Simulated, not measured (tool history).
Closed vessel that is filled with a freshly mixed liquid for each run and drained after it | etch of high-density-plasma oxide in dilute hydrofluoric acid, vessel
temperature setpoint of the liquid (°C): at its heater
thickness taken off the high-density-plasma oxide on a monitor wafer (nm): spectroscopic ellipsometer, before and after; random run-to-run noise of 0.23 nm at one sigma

| run | hour | temperature setpoint of the liquid (°C) | parts of water to one part of 49 % hydrofluoric acid (parts by volume) | time in the liquid (s) | thickness taken off the high-density-plasma oxide on a monitor wafer (nm) |
|---|---|---|---|---|---|
| 1 | 0 | 25 | 75 | 270 | 18.15 |
| 2 | 8.5 | 26 | 75 | 270 | 19.015 |
| 3 | 12.6 | 27 | 75 | 270 | 19.945 |
| 4 | 19.5 | 30 | 75 | 270 | 22.11 |
| 5 | 25.2 | 30 | 50 | 270 | 34.803 |
| 6 | 28.7 | 29.5 | 50 | 270 | 33.575 |

Predict the results of run 7:
| 7 | 30.7 | 29 | 50 | 270 | ? |

Run 7 produced thickness taken off the high-density-plasma oxide on a monitor wafer (nm) 33.025.
